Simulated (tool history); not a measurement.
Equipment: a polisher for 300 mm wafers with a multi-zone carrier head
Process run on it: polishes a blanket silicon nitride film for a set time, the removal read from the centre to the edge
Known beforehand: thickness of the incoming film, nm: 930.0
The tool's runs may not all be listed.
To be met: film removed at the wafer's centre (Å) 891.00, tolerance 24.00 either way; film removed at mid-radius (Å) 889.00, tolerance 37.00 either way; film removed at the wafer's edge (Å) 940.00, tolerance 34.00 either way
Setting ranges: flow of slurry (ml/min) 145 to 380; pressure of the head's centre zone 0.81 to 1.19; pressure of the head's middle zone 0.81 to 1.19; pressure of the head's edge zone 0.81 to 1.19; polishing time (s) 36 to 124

| run | hour | flow of slurry (ml/min) | pressure of the head's centre zone | pressure of the head's middle zone | pressure of the head's edge zone | polishing time (s) | film removed at the wafer's centre (Å) | film removed at mid-radius (Å) | film removed at the wafer's edge (Å) |
|---|---|---|---|---|---|---|---|---|---|
| 1 | 0.0 | 245 | 1.00 | 1.00 | 1.00 | 79 | 1028.60 | 1059.10 | 1018.40 |
| 2 | 7.0 | 235 | 0.98 | 0.97 | 0.99 | 78 | 969.25 | 1014.10 | 989.09 |
| 3 | 13.5 | 235 | 0.98 | 0.97 | 0.99 | 58 | 716.23 | 749.03 | 741.72 |
| 4 | 18.4 | 235 | 0.92 | 0.97 | 0.99 | 58 | 684.07 | 738.73 | 739.60 |
| 5 | 21.3 | 235 | 0.92 | 0.97 | 0.99 | 45 | 527.11 | 576.41 | 560.05 |
| 6 | 22.2 | 235 | 0.92 | 0.97 | 0.94 | 45 | 530.15 | 578.15 | 556.10 |
| 7 | 23.1 | 225 | 0.95 | 0.97 | 0.99 | 51 | 609.45 | 643.10 | 640.17 |
| 8 | 30.0 | 235 | 0.97 | 0.98 | 1.04 | 55 | 678.07 | 709.81 | 723.32 |
| 9 | 33.9 | 240 | 1.00 | 1.00 | 1.08 | 57 | 737.01 | 737.64 | 762.11 |
| 10 | 40.4 | 270 | 1.00 | 1.05 | 1.18 | 71 | 932.12 | 985.34 | 987.61 |

Which single option among these 5 for the next run brings every result within its allowed miss of target? Just one does.
| A | 46.9 | 365 | 1.08 | 1.18 | 1.09 | 66 | ? | ? | ? |
| B | 46.9 | 270 | 0.96 | 1.12 | 1.13 | 79 | ? | ? | ? |
| C | 46.9 | 325 | 1.06 | 1.12 | 1.09 | 69 | ? | ? | ? |
| D | 46.9 | 180 | 1.03 | 0.97 | 1.19 | 77 | ? | ? | ? |
| E | 46.9 | 285 | 1.03 | 1.00 | 1.18 | 67 | ? | ? | ? |

| move | film removed at the wafer's centre (Å) | film removed at mid-radius (Å) | film removed at the wafer's edge (Å) |
|---|---|---|---|
| A | 965.32 | 1039.10 | 904.23 |
| B | 995.68 | 1158.30 | 1078.90 |
| C | 979.61 | 1028.90 | 939.21 |
| D | 985.54 | 951.19 | 1040.90 |
| E | 911.13 | 896.36 | 938.97 |
A: the biggest miss grows against the last run
B: the biggest miss grows against the last run
C: the biggest miss grows against the last run
D: the biggest miss grows against the last run
E: every result lands within tolerance
The move that meets every target is E.

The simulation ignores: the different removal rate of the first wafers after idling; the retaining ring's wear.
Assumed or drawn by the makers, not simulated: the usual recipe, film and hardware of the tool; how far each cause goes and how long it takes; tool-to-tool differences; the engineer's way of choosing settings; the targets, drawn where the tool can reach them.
